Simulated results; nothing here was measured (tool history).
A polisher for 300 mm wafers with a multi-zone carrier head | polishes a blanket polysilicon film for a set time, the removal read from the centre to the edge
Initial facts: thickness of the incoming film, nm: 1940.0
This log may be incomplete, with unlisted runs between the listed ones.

| run | hour | flow of slurry (ml/min) | pressure of the head's centre zone | pressure of the head's middle zone | pressure of the head's edge zone | polishing time (s) | film removed at the wafer's centre (nm) | film removed at mid-radius (nm) | film removed at the wafer's edge (nm) |
|---|---|---|---|---|---|---|---|---|---|
| 1 | 0 | 185 | 1 | 1 | 1 | 61 | 736.76 | 739.75 | 749.02 |
| 2 | 8.6 | 185 | 1.04 | 1 | 1 | 61 | 772.12 | 723.62 | 744.68 |
| 3 | 14.4 | 175 | 1.06 | 0.97 | 0.96 | 60 | 751.41 | 692.15 | 715.95 |
| 4 | 23 | 170 | 1.09 | 0.94 | 0.93 | 59 | 757.16 | 656.49 | 693.62 |
| 5 | 31.5 | 165 | 1.11 | 0.92 | 0.9 | 58 | 768.07 | 621.13 | 673.18 |
| 6 | 32.6 | 165 | 1.03 | 0.92 | 0.9 | 58 | 714.9 | 624.72 | 662.4 |

Run 7, settings as shown, results not yet in. Your forecast:
| 7 | 35.5 | 160 | 1.05 | 0.91 | 0.88 | 58 | ? | ? | ? |

{"run 7": {"film removed at the wafer's centre (nm)": 714.77, "film removed at mid-radius (nm)": 616.43, "film removed at the wafer's edge (nm)": 663.14}}
